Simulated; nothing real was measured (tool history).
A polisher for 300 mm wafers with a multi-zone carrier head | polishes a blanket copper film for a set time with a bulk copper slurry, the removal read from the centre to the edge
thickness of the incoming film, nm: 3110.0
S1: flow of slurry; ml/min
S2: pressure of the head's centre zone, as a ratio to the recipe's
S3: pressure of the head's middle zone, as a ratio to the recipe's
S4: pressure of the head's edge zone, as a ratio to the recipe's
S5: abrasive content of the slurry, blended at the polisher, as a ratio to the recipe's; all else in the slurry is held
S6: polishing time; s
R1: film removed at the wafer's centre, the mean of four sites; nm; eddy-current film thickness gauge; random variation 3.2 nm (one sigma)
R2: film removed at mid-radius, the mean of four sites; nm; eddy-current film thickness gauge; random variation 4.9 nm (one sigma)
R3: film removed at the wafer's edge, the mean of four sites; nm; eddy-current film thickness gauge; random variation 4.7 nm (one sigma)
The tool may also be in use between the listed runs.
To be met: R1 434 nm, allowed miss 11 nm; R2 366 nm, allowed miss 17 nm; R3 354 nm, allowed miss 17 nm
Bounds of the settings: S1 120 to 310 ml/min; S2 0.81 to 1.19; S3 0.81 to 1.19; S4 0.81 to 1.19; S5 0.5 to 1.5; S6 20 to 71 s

run  hour   S1    S2    S3    S4    S5  S6      R1      R2      R3
  1     0  200     1     1     1     1  45  342.93   331.6  323.38
  2     8  215  1.04  1.01  1.01  1.05  45  361.14   337.7  342.18
  3   9.1  215  1.04  1.09  1.01  1.05  45  361.15  360.83  332.47
  4    17  215  1.04  1.16  1.01  1.05  45   358.1  379.15  329.98
  5  18.4  215  1.04  1.12  1.01  1.05  45   355.2  368.22     329
  6  24.5  215  1.04  1.04  1.01  1.05  45  363.71  346.83  330.98
  7  30.3  230  1.07  1.04  1.02   1.1  45  379.71  348.24  336.45
  8  35.1  235  1.09  1.05  1.03  1.15  45  385.72  356.25  342.92
  9  41.4  245  1.12  1.05  1.03   1.2  45  400.74  352.02  354.97
 10    50  255  1.14  1.06  1.02   1.2  45  408.98  360.01  347.15

Which of these 5 next moves meets every target?
  A  58.6  250  1.05  1.09  1.04  1.15  44   ?   ?   ?
  B  58.6  250  1.09     1     1     1  49   ?   ?   ?
  C  58.6  245  1.09  1.11  1.02   1.2  44   ?   ?   ?
  D  58.6  240  1.14  0.99  0.92     1  49   ?   ?   ?
  E  58.6  290  1.19  1.01  0.91   1.1  48   ?   ?   ?

move      R1      R2      R3
   A  362.74  361.09  340.02
   B  408.06  364.96  362.03
   C  379.08  368.82  339.06
   D  425.07  360.59  347.06
   E  451.36  371.82   348.9
A: further off than the last run
B: as far off as the last run
C: further off than the last run
D: meets every target
E: takes the result that was furthest off past its target
Move D is the one to make.
